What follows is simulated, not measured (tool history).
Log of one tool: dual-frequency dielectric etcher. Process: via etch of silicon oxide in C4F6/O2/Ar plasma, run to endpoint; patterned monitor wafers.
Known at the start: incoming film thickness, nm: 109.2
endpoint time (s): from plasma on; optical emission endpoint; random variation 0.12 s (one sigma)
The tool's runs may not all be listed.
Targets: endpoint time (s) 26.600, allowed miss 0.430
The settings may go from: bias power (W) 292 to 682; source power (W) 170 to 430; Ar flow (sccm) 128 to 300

{"run": 1, "hour": 0.0, "bias power (W)": 487, "source power (W)": 300, "Ar flow (sccm)": 214, "endpoint time (s)": 30.162}
{"run": 2, "hour": 8.7, "bias power (W)": 487, "source power (W)": 280, "Ar flow (sccm)": 214, "endpoint time (s)": 30.938}
{"run": 3, "hour": 14.1, "bias power (W)": 511, "source power (W)": 280, "Ar flow (sccm)": 214, "endpoint time (s)": 30.366}
{"run": 4, "hour": 20.8, "bias power (W)": 591, "source power (W)": 280, "Ar flow (sccm)": 214, "endpoint time (s)": 28.823}
{"run": 5, "hour": 27.9, "bias power (W)": 591, "source power (W)": 230, "Ar flow (sccm)": 214, "endpoint time (s)": 30.594}
{"run": 6, "hour": 32.3, "bias power (W)": 629, "source power (W)": 230, "Ar flow (sccm)": 214, "endpoint time (s)": 29.695}
{"run": 7, "hour": 36.8, "bias power (W)": 636, "source power (W)": 240, "Ar flow (sccm)": 213, "endpoint time (s)": 29.293}
{"run": 8, "hour": 42.2, "bias power (W)": 642, "source power (W)": 250, "Ar flow (sccm)": 212, "endpoint time (s)": 28.617}
{"run": 9, "hour": 46.2, "bias power (W)": 647, "source power (W)": 250, "Ar flow (sccm)": 211, "endpoint time (s)": 28.595}
{"run": 10, "hour": 52.7, "bias power (W)": 652, "source power (W)": 260, "Ar flow (sccm)": 210, "endpoint time (s)": 28.217}

Which of these 5 next moves meets every target?
{"run": "A", "hour": 59.2, "bias power (W)": 682, "source power (W)": 280, "Ar flow (sccm)": 189, "endpoint time (s)": "?"}
{"run": "B", "hour": 59.2, "bias power (W)": 602, "source power (W)": 210, "Ar flow (sccm)": 275, "endpoint time (s)": "?"}
{"run": "C", "hour": 59.2, "bias power (W)": 665, "source power (W)": 280, "Ar flow (sccm)": 227, "endpoint time (s)": "?"}
{"run": "D", "hour": 59.2, "bias power (W)": 660, "source power (W)": 270, "Ar flow (sccm)": 214, "endpoint time (s)": "?"}
{"run": "E", "hour": 59.2, "bias power (W)": 563, "source power (W)": 230, "Ar flow (sccm)": 243, "endpoint time (s)": "?"}

move=A endpoint_time_(s)=26.790
move=B endpoint_time_(s)=31.889
move=C endpoint_time_(s)=27.585
move=D endpoint_time_(s)=27.800
move=E endpoint_time_(s)=31.443
A: meets every target
B: further off than the last run
C: nearer than the last run, and not there yet
D: nearer than the last run, and not there yet
E: further off than the last run
Move A is the one to make.
